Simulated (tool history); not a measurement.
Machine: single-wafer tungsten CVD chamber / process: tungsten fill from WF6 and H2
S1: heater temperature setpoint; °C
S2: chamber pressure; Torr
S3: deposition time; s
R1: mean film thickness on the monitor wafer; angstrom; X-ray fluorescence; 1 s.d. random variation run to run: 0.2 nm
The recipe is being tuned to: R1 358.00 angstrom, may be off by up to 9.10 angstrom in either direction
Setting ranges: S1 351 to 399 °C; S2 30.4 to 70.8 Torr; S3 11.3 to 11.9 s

| run | hour | S1 | S2 | S3 | R1 |
|---|---|---|---|---|---|
| 1 | 0.0 | 375 | 50.6 | 11.9 | 270.45 |
| 2 | 6.6 | 378 | 50.8 | 11.9 | 283.64 |
| 3 | 12.8 | 378 | 50.8 | 11.3 | 269.79 |
| 4 | 20.4 | 382 | 51.1 | 11.3 | 291.24 |
| 5 | 26.4 | 392 | 51.1 | 11.3 | 344.34 |
| 6 | 32.6 | 392 | 44.3 | 11.3 | 329.84 |
| 7 | 38.0 | 393 | 44.4 | 11.3 | 335.90 |
| 8 | 41.4 | 394 | 44.5 | 11.3 | 341.87 |

5 next moves are on the table. One of them brings every result within its allowed miss. Which?
| A | 44.8 | 396 | 37.6 | 11.9 | ? |
| B | 44.8 | 399 | 42.5 | 11.7 | ? |
| C | 44.8 | 391 | 48.5 | 11.3 | ? |
| D | 44.8 | 397 | 31.0 | 11.7 | ? |
| E | 44.8 | 393 | 43.8 | 11.3 | ? |

| move | R1 |
|---|---|
| A | 354.18 |
| B | 379.53 |
| C | 333.92 |
| D | 335.14 |
| E | 334.74 |
A: hits every target within its allowed miss
B: carries the result that was furthest off beyond its target, to the other side
C: misses by more than the last run did
D: misses by more than the last run did
E: misses by more than the last run did
Move A is the one to make.
